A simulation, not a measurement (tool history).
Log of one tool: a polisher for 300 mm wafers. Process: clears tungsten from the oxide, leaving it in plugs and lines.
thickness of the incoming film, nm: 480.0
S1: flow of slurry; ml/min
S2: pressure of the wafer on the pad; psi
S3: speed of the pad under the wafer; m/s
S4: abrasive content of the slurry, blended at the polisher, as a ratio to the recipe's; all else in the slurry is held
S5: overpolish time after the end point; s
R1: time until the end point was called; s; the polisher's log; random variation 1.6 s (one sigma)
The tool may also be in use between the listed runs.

run 1 hour=0.0 | S1=300 S2=3.5 S3=1.16 S4=1.00 S5=28 | R1=86.176
run 2 hour=8.8 | S1=300 S2=3.5 S3=1.16 S4=1.15 S5=28 | R1=86.181
run 3 hour=15.9 | S1=300 S2=3.9 S3=1.16 S4=1.15 S5=28 | R1=75.493
run 4 hour=24.2 | S1=300 S2=4.3 S3=1.16 S4=1.15 S5=28 | R1=69.557
run 5 hour=32.9 | S1=300 S2=4.0 S3=1.16 S4=1.15 S5=28 | R1=74.015
run 6 hour=37.8 | S1=300 S2=3.8 S3=1.16 S4=1.15 S5=28 | R1=77.622
run 7 hour=41.4 | S1=300 S2=3.8 S3=1.16 S4=1.15 S5=28 | R1=77.364
run 8 hour=49.1 | S1=300 S2=3.6 S3=1.16 S4=1.15 S5=28 | R1=81.721
run 9 hour=57.1 | S1=300 S2=3.4 S3=1.16 S4=1.15 S5=28 | R1=87.722
run 10 hour=61.2 | S1=300 S2=3.3 S3=1.16 S4=1.15 S5=28 | R1=88.028
run 11 hour=62.9 | S1=300 S2=3.2 S3=1.16 S4=1.15 S5=28 | R1=91.635

The next listed run, before its measurement:
run 12 hour=67.2 | S1=300 S2=3.2 S3=1.16 S4=1.15 S5=28 | R1=?

{"run 12": {"R1": 90.501}}
